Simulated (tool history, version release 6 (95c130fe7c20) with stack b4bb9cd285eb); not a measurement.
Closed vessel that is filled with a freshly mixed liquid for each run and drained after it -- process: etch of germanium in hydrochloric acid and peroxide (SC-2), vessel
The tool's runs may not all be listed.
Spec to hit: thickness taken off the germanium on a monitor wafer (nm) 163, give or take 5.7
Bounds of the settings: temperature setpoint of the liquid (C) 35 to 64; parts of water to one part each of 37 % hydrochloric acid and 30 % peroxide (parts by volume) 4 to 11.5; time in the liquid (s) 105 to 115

| run | hour | temperature setpoint of the liquid (C) | parts of water to one part each of 37 % hydrochloric acid and 30 % peroxide (parts by volume) | time in the liquid (s) | thickness taken off the germanium on a monitor wafer (nm) |
|---|---|---|---|---|---|
| 1 | 0 | 48 | 6.5 | 105 | 202.91 |
| 2 | 7.7 | 46 | 6.5 | 105 | 188.76 |
| 3 | 14 | 46 | 6.5 | 115 | 204.17 |
| 4 | 22.7 | 44.5 | 6.5 | 115 | 196.06 |
| 5 | 30.3 | 44.5 | 6.5 | 115 | 200.54 |
| 6 | 31.1 | 51 | 6.5 | 115 | 240.53 |
| 7 | 39.3 | 47.5 | 6.5 | 115 | 215.13 |
| 8 | 42.4 | 45 | 6.5 | 115 | 196.32 |
| 9 | 50.7 | 43.5 | 6.5 | 115 | 187.93 |
| 10 | 59.7 | 42.5 | 6.5 | 115 | 181.64 |
| 11 | 67.1 | 41.5 | 6.5 | 115 | 174.26 |
| 12 | 71.5 | 41 | 6.5 | 115 | 172.77 |
| 13 | 78 | 41 | 6.5 | 115 | 172.74 |
| 14 | 81.2 | 41 | 6.5 | 115 | 176.29 |
| 15 | 87.2 | 40.5 | 6.5 | 115 | 173.58 |

Exercise: of the 5 proposed moves below, exactly one satisfies all targets within the stated allowed misses. Which move is it?
| A | 93.2 | 42.5 | 5.5 | 115 | ? |
| B | 93.2 | 42 | 6.5 | 105 | ? |
| C | 93.2 | 44 | 5 | 115 | ? |
| D | 93.2 | 43 | 4 | 115 | ? |
| E | 93.2 | 41.5 | 8 | 115 | ? |

| move | thickness taken off the germanium on a monitor wafer (nm) |
|---|---|
| A | 182.4 |
| B | 162.87 |
| C | 192.25 |
| D | 186.34 |
| E | 173.64 |
A: misses by more than the last run did
B: hits every target within its allowed miss
C: misses by more than the last run did
D: misses by more than the last run did
E: no better and no worse than the last run
Go with B: it meets all targets.
